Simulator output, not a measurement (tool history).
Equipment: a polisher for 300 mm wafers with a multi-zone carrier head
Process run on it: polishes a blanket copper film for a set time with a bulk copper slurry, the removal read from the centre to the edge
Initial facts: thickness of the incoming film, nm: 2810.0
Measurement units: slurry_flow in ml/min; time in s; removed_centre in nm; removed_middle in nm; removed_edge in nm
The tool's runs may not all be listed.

run	hour	slurry_flow	centre_zone	middle_zone	edge_zone	slurry_solids	time	removed_centre	removed_middle	removed_edge
1	0	320	1	1	1	1	32	289.36	284.03	283.22
2	5	320	1	1	1	0.85	32	283.48	270.09	277.45
3	6	310	0.94	1	0.98	0.75	28	228.4	227.16	234.63
4	8.9	310	0.94	1	0.9	0.75	28	231.09	234.04	218.98
5	17.4	310	0.94	1	0.9	0.75	33	272.22	271.89	267.72
6	20.9	295	0.9	1	0.92	0.65	29	225.73	227.46	228.6

Predict the results of run 7:
7	25.2	295	0.87	1.01	0.95	0.6	26	?	?	?

Run 7 came out at removed_centre 191.89 nm, removed_middle 204.23 nm, removed_edge 204.88 nm.
